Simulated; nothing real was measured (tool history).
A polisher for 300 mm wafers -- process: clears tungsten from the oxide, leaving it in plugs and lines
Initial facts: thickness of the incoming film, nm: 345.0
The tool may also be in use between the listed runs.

| run | hour | flow of slurry (ml/min) | pressure of the wafer on the pad (kPa) | speed of the pad under the wafer (m/s) | abrasive content of the slurry | overpolish time after the end point (s) | time until the end point was called (s) |
|---|---|---|---|---|---|---|---|
| 1 | 0.0 | 315 | 21.4 | 0.88 | 1.0 | 26 | 109.650 |
| 2 | 4.1 | 315 | 22.1 | 0.88 | 1.0 | 26 | 106.980 |
| 3 | 11.6 | 395 | 22.1 | 0.88 | 1.0 | 26 | 106.480 |
| 4 | 17.0 | 395 | 22.8 | 0.88 | 1.0 | 26 | 100.480 |
| 5 | 22.1 | 395 | 25.5 | 0.88 | 1.0 | 26 | 92.321 |
| 6 | 25.1 | 395 | 26.2 | 0.88 | 1.0 | 26 | 87.280 |
| 7 | 34.0 | 395 | 27.6 | 0.88 | 1.0 | 26 | 84.187 |

Run 8 is up next; what results do you expect?
| 8 | 39.0 | 395 | 29.0 | 0.88 | 1.0 | 26 | ? |

time until the end point was called (s): 79.424

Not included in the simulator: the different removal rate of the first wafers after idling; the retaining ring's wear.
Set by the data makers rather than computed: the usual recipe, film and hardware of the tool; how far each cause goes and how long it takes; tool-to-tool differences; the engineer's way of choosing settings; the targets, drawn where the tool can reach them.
